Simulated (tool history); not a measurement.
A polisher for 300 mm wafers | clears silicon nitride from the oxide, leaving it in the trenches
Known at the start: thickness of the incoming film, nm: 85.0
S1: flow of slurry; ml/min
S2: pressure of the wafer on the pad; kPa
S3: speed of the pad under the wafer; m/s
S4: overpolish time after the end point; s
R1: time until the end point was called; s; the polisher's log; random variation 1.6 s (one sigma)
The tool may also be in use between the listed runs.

{"run": 1, "hour": 0.0, "S1": 140, "S2": 19.3, "S3": 1.18, "S4": 12, "R1": 80.551}
{"run": 2, "hour": 2.7, "S1": 140, "S2": 15.9, "S3": 1.18, "S4": 12, "R1": 90.808}
{"run": 3, "hour": 4.8, "S1": 140, "S2": 15.9, "S3": 1.18, "S4": 12, "R1": 93.434}
{"run": 4, "hour": 6.9, "S1": 140, "S2": 15.9, "S3": 1.32, "S4": 12, "R1": 87.126}
{"run": 5, "hour": 12.2, "S1": 140, "S2": 15.9, "S3": 1.32, "S4": 9, "R1": 85.492}
{"run": 6, "hour": 20.5, "S1": 140, "S2": 14.5, "S3": 1.3, "S4": 9, "R1": 90.887}

The next listed run, before its measurement:
{"run": 7, "hour": 23.6, "S1": 140, "S2": 13.1, "S3": 1.3, "S4": 9, "R1": "?"}

{"run 7": {"R1": 95.884}}
